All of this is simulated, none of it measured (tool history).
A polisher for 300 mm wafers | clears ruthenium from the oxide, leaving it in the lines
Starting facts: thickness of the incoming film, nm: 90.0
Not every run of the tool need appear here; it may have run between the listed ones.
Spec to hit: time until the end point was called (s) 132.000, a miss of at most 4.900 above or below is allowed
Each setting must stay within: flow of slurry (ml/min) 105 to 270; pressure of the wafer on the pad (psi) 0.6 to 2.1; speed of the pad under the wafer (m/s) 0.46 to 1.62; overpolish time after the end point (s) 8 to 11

| run | day | flow of slurry (ml/min) | pressure of the wafer on the pad (psi) | speed of the pad under the wafer (m/s) | overpolish time after the end point (s) | time until the end point was called (s) |
|---|---|---|---|---|---|---|
| 1 | 0.000 | 175 | 1.3 | 1.04 | 11 | 120.070 |
| 2 | 0.233 | 175 | 1.3 | 1.28 | 11 | 98.257 |
| 3 | 0.388 | 175 | 1.2 | 1.28 | 11 | 101.970 |
| 4 | 0.762 | 175 | 1.1 | 1.28 | 11 | 110.090 |
| 5 | 1.075 | 175 | 1.0 | 1.28 | 11 | 119.370 |
| 6 | 1.250 | 175 | 1.3 | 1.28 | 11 | 99.263 |
| 7 | 1.500 | 175 | 1.3 | 1.28 | 11 | 98.309 |
| 8 | 1.588 | 175 | 1.2 | 1.28 | 11 | 103.860 |
| 9 | 1.729 | 175 | 1.2 | 1.28 | 11 | 104.580 |
| 10 | 2.083 | 175 | 1.1 | 1.28 | 11 | 109.880 |
| 11 | 2.212 | 175 | 1.0 | 1.28 | 11 | 119.210 |

Consider the 5 candidate settings below. Which is the only one whose results all fall within their allowed miss of target?
| A | 2.342 | 160 | 1.0 | 1.42 | 10 | ? |
| B | 2.342 | 175 | 0.9 | 1.36 | 11 | ? |
| C | 2.342 | 170 | 1.0 | 1.36 | 9 | ? |
| D | 2.342 | 130 | 1.1 | 1.34 | 11 | ? |
| E | 2.342 | 130 | 1.0 | 1.24 | 11 | ? |

| move | time until the end point was called (s) |
|---|---|
| A | 110.330 |
| B | 122.330 |
| C | 113.700 |
| D | 113.090 |
| E | 130.750 |
A: further off than the last run
B: nearer the targets than the last run, but a result is still out of spec
C: further off than the last run
D: further off than the last run
E: each result inside its tolerance
Correct choice: E, which meets every target
